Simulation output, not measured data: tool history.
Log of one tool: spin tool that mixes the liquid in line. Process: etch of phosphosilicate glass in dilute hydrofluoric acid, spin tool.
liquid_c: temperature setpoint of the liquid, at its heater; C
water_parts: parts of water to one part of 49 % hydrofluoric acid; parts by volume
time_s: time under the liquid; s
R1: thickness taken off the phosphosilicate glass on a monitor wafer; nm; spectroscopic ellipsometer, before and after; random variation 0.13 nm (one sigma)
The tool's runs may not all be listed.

Run 1, hour 0: liquid_c 21 C, water_parts 80 parts by volume, time_s 20 s. Result: R1 16.451 nm.
Run 2, hour 6.3: liquid_c 24 C, water_parts 80 parts by volume, time_s 20 s. Result: R1 18.46 nm.
Run 3, hour 13.2: liquid_c 25 C, water_parts 75 parts by volume, time_s 20 s. Result: R1 20.794 nm.
Run 4, hour 19: liquid_c 25.5 C, water_parts 70 parts by volume, time_s 20 s. Result: R1 22.881 nm.
Run 5, hour 23.3: liquid_c 25.5 C, water_parts 60 parts by volume, time_s 20 s. Result: R1 27.049 nm.
Run 6, hour 28.9: liquid_c 25.5 C, water_parts 60 parts by volume, time_s 20 s. Result: R1 26.987 nm.
Run 7, hour 34.2: liquid_c 26 C, water_parts 60 parts by volume, time_s 20 s. Result: R1 27.638 nm.
Run 8, hour 35.5: liquid_c 26.5 C, water_parts 60 parts by volume, time_s 20 s. Result: R1 28.037 nm.
Run 9, hour 41.6: liquid_c 26.5 C, water_parts 60 parts by volume, time_s 20 s. Result: R1 27.915 nm.
Run 10, hour 49.5: liquid_c 27 C, water_parts 60 parts by volume, time_s 20 s. Result: R1 28.618 nm.
Run 11, hour 51.6: liquid_c 27.5 C, water_parts 60 parts by volume, time_s 20 s. Result: R1 29.172 nm.

The next listed run, before its measurement:
Run 12, hour 59.8: liquid_c 28.5 C, water_parts 55 parts by volume, time_s 20 s. Result: R1 ?.

R1: 33.269 nm
